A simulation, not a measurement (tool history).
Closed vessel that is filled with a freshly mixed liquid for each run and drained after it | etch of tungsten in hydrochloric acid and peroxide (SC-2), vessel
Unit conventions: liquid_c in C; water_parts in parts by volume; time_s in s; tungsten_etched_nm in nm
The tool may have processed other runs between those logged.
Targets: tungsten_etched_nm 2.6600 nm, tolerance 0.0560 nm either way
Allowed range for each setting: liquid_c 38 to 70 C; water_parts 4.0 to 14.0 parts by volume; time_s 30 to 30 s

run 1 hour=0.0 | liquid_c=54 water_parts=7.5 time_s=30 | tungsten_etched_nm=5.8448
run 2 hour=3.4 | liquid_c=54 water_parts=6.5 time_s=30 | tungsten_etched_nm=6.5202
run 3 hour=11.0 | liquid_c=52 water_parts=6.5 time_s=30 | tungsten_etched_nm=5.7518
run 4 hour=16.6 | liquid_c=52 water_parts=4.0 time_s=30 | tungsten_etched_nm=8.1418
run 5 hour=25.3 | liquid_c=48 water_parts=4.0 time_s=30 | tungsten_etched_nm=6.2316
run 6 hour=26.5 | liquid_c=48 water_parts=4.0 time_s=30 | tungsten_etched_nm=6.2302
run 7 hour=34.3 | liquid_c=40 water_parts=6.5 time_s=30 | tungsten_etched_nm=2.5462
run 8 hour=40.8 | liquid_c=40 water_parts=6.5 time_s=30 | tungsten_etched_nm=2.5314

Which of these 4 next moves meets every target?
run A hour=47.3 | liquid_c=43 water_parts=8.5 time_s=30 | tungsten_etched_nm=?
run B hour=47.3 | liquid_c=39 water_parts=6.0 time_s=30 | tungsten_etched_nm=?
run C hour=47.3 | liquid_c=38 water_parts=5.5 time_s=30 | tungsten_etched_nm=?
run D hour=47.3 | liquid_c=39 water_parts=5.5 time_s=30 | tungsten_etched_nm=?

move=A tungsten_etched_nm=2.5276
move=B tungsten_etched_nm=2.5017
move=C tungsten_etched_nm=2.4839
move=D tungsten_etched_nm=2.6685
A: about as far from the targets as the last run
B: moves away from the targets compared with the last run
C: moves away from the targets compared with the last run
D: hits every target within its allowed miss
The right move is D.
